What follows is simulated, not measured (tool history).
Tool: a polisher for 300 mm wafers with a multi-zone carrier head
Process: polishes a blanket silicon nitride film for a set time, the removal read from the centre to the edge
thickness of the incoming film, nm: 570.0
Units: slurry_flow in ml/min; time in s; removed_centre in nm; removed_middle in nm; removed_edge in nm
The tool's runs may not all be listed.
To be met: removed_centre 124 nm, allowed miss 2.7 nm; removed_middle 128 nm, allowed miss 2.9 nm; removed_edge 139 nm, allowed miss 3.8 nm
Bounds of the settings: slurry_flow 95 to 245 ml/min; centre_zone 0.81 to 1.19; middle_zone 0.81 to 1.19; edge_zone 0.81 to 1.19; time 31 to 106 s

{"run": 1, "hour": 0.0, "slurry_flow": 155, "centre_zone": 1, "middle_zone": 1, "edge_zone": 1, "time": 68, "removed_centre": 137.36, "removed_middle": 137.22, "removed_edge": 138.33}
{"run": 2, "hour": 1.6, "slurry_flow": 155, "centre_zone": 1.04, "middle_zone": 1, "edge_zone": 1, "time": 68, "removed_centre": 140.88, "removed_middle": 137.57, "removed_edge": 135.35}
{"run": 3, "hour": 2.7, "slurry_flow": 155, "centre_zone": 1.04, "middle_zone": 0.93, "edge_zone": 1, "time": 68, "removed_centre": 143.05, "removed_middle": 131.41, "removed_edge": 137.91}
{"run": 4, "hour": 3.3, "slurry_flow": 155, "centre_zone": 1.04, "middle_zone": 0.93, "edge_zone": 1, "time": 77, "removed_centre": 161.26, "removed_middle": 149.85, "removed_edge": 155.88}
{"run": 5, "hour": 4.4, "slurry_flow": 155, "centre_zone": 1.04, "middle_zone": 0.93, "edge_zone": 1, "time": 89, "removed_centre": 187.72, "removed_middle": 171.91, "removed_edge": 179.64}
{"run": 6, "hour": 7.5, "slurry_flow": 155, "centre_zone": 1.04, "middle_zone": 0.93, "edge_zone": 1.05, "time": 89, "removed_centre": 187.4, "removed_middle": 170.97, "removed_edge": 181.75}
{"run": 7, "hour": 14.9, "slurry_flow": 150, "centre_zone": 1.02, "middle_zone": 0.93, "edge_zone": 1.04, "time": 86, "removed_centre": 175.53, "removed_middle": 164.91, "removed_edge": 175.57}
{"run": 8, "hour": 20.1, "slurry_flow": 145, "centre_zone": 1, "middle_zone": 0.92, "edge_zone": 1.02, "time": 83, "removed_centre": 164.55, "removed_middle": 159.15, "removed_edge": 165.64}
{"run": 9, "hour": 21.5, "slurry_flow": 145, "centre_zone": 1, "middle_zone": 0.92, "edge_zone": 1.02, "time": 83, "removed_centre": 163.41, "removed_middle": 154.71, "removed_edge": 165.59}
{"run": 10, "hour": 23.6, "slurry_flow": 100, "centre_zone": 0.9, "middle_zone": 0.82, "edge_zone": 0.92, "time": 78, "removed_centre": 123.69, "removed_middle": 123.58, "removed_edge": 140.42}
{"run": 11, "hour": 26.6, "slurry_flow": 100, "centre_zone": 0.9, "middle_zone": 0.83, "edge_zone": 0.91, "time": 78, "removed_centre": 123.47, "removed_middle": 123.13, "removed_edge": 137.19}

Which of these 5 next moves meets every target?
{"run": "A", "hour": 29.6, "slurry_flow": 115, "centre_zone": 0.88, "middle_zone": 0.98, "edge_zone": 0.86, "time": 74, "removed_centre": "?", "removed_middle": "?", "removed_edge": "?"}
{"run": "B", "hour": 29.6, "slurry_flow": 125, "centre_zone": 0.87, "middle_zone": 0.83, "edge_zone": 0.89, "time": 75, "removed_centre": "?", "removed_middle": "?", "removed_edge": "?"}
{"run": "C", "hour": 29.6, "slurry_flow": 100, "centre_zone": 0.92, "middle_zone": 0.81, "edge_zone": 0.87, "time": 76, "removed_centre": "?", "removed_middle": "?", "removed_edge": "?"}
{"run": "D", "hour": 29.6, "slurry_flow": 115, "centre_zone": 0.91, "middle_zone": 0.88, "edge_zone": 0.83, "time": 74, "removed_centre": "?", "removed_middle": "?", "removed_edge": "?"}
{"run": "E", "hour": 29.6, "slurry_flow": 100, "centre_zone": 0.91, "middle_zone": 0.82, "edge_zone": 0.93, "time": 76, "removed_centre": "?", "removed_middle": "?", "removed_edge": "?"}

move=A removed_centre=120.58 removed_middle=137.71 removed_edge=133.52
move=B removed_centre=123.9 removed_middle=127.03 removed_edge=139.59
move=C removed_centre=123 removed_middle=118.36 removed_edge=133.95
move=D removed_centre=124.65 removed_middle=127.55 removed_edge=131.87
move=E removed_centre=121.66 removed_middle=119.35 removed_edge=137.51
A: takes the result that was furthest off past its target
B: meets every target
C: further off than the last run
D: brings the result that was furthest off to its target, and leaves another outside
E: further off than the last run
The right move is B.
